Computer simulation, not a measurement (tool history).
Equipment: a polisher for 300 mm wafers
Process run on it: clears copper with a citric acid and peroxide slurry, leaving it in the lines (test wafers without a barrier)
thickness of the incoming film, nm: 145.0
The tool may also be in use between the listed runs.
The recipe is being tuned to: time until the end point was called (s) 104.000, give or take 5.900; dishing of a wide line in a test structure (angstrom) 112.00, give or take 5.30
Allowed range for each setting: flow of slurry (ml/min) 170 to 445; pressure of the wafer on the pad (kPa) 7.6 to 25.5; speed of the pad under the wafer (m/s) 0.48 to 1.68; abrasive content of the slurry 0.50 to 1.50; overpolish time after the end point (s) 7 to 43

run  hour  flow of slurry (ml/min)  pressure of the wafer on the pad (kPa)  speed of the pad under the wafer (m/s)  abrasive content of the slurry  overpolish time after the end point (s)  time until the end point was called (s)  dishing of a wide line in a test structure (angstrom)
  1   0.0                      285                                    16.5                                    1.08                            1.00                                       22                                   82.607                                                 213.20
  2   7.2                      285                                    15.2                                    1.08                            1.00                                       17                                   91.780                                                 168.81
  3  13.5                      285                                    14.5                                    1.08                            1.00                                       14                                   92.677                                                 137.74
  4  18.4                      285                                    13.8                                    1.08                            1.00                                       13                                   97.473                                                 127.93
  5  19.1                      255                                    13.8                                    1.08                            1.00                                       13                                  100.390                                                 124.24
  6  24.5                      245                                    13.8                                    1.08                            1.00                                       13                                   99.957                                                 124.41
  7  28.9                      240                                    13.8                                    1.08                            1.00                                       13                                  100.210                                                 120.48
  8  33.1                      230                                    13.8                                    1.08                            1.00                                       13                                  100.940                                                 122.35
  9  34.2                      225                                    13.8                                    1.08                            1.00                                       13                                  100.530                                                 121.74
 10  37.5                      220                                    13.8                                    1.08                            1.00                                       13                                  102.930                                                 123.26

Next run, 4 choices. One meets every target within its allowed miss, the rest don't. Which?
  A  40.8                      240                                    12.4                                    1.20                            0.95                                       14                                        ?                                                      ?
  B  40.8                      175                                    16.5                                    1.18                            0.80                                       10                                        ?                                                      ?
  C  40.8                      230                                    14.5                                    1.16                            1.00                                       12                                        ?                                                      ?
  D  40.8                      170                                    12.4                                    1.26                            0.85                                       12                                        ?                                                      ?

move  time until the end point was called (s)  dishing of a wide line in a test structure (angstrom)
   A                                  100.430                                                 127.06
   B                                   84.494                                                 111.87
   C                                   88.185                                                 125.23
   D                                  103.170                                                 109.38
A: the biggest miss grows against the last run
B: the worst result of the last run now meets its target, but another is out of spec
C: the biggest miss grows against the last run
D: each result inside its tolerance
D is the move that brings every result within its allowed miss.
